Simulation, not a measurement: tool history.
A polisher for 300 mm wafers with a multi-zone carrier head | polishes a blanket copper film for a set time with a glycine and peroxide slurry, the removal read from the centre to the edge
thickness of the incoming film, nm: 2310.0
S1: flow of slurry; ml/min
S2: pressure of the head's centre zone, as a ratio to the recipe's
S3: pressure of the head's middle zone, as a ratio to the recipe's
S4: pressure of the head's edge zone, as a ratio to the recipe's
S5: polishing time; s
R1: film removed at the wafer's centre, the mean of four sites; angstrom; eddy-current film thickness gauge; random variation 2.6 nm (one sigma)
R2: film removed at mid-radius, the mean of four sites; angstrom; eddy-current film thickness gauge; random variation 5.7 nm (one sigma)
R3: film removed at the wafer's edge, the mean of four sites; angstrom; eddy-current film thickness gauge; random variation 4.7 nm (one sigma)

{"run": 1, "hour": 0.0, "S1": 320, "S2": 1.0, "S3": 1.0, "S4": 1.0, "S5": 34, "R1": 2438.3, "R2": 2527.8, "R3": 2680.4}
{"run": 2, "hour": 2.3, "S1": 320, "S2": 1.0, "S3": 1.02, "S4": 1.01, "S5": 35, "R1": 2546.7, "R2": 2607.2, "R3": 2766.5}
{"run": 3, "hour": 3.0, "S1": 320, "S2": 1.0, "S3": 1.02, "S4": 1.01, "S5": 43, "R1": 3163.3, "R2": 3211.1, "R3": 3440.1}
{"run": 4, "hour": 8.7, "S1": 320, "S2": 1.0, "S3": 1.09, "S4": 1.01, "S5": 43, "R1": 3145.7, "R2": 3392.9, "R3": 3429.8}
{"run": 5, "hour": 14.5, "S1": 325, "S2": 1.0, "S3": 1.1, "S4": 1.02, "S5": 44, "R1": 3240.2, "R2": 3515.6, "R3": 3476.6}
{"hour": 16.6, "done": "slurry nozzle cleaned"}
{"run": 6, "hour": 16.6, "S1": 325, "S2": 1.0, "S3": 1.18, "S4": 1.02, "S5": 44, "R1": 3359.8, "R2": 3851.8, "R3": 3577.1}
{"run": 7, "hour": 20.6, "S1": 325, "S2": 0.99, "S3": 1.18, "S4": 1.03, "S5": 44, "R1": 3316.2, "R2": 3749.3, "R3": 3595.1}

Forecast run 8:
{"run": 8, "hour": 28.4, "S1": 325, "S2": 0.99, "S3": 1.18, "S4": 1.03, "S5": 44, "R1": "?", "R2": "?", "R3": "?"}

Run 8 gave R1 3312.1 angstrom, R2 3818.5 angstrom, R3 3558.0 angstrom.

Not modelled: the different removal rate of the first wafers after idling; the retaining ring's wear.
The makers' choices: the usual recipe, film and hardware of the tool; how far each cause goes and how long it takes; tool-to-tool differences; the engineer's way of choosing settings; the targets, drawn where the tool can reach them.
